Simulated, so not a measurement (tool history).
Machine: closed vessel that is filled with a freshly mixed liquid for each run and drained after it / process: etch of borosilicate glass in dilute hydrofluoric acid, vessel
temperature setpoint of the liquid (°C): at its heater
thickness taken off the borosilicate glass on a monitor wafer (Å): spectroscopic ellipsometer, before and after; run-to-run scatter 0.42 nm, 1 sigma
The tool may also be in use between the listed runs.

run,hour,temperature setpoint of the liquid (°C),parts of water to one part of 49 % hydrofluoric acid (parts by volume),time in the liquid (s),thickness taken off the borosilicate glass on a monitor wafer (Å)
1,0.0,21.0,60,85,420.66
2,4.9,21.0,40,85,646.31
3,12.8,21.0,20,85,1319.70
4,17.3,19.5,20,85,1246.90
5,20.0,19.5,20,95,1387.40
6,22.0,19.5,20,95,1393.10
7,29.4,19.5,25,95,1116.90
8,32.7,19.0,30,95,899.51
9,33.4,17.0,55,95,432.26

What does the tool deliver on the next run?
10,38.3,18.0,55,95,?

{"run 10": {"thickness taken off the borosilicate glass on a monitor wafer (Å)": 455.03}}
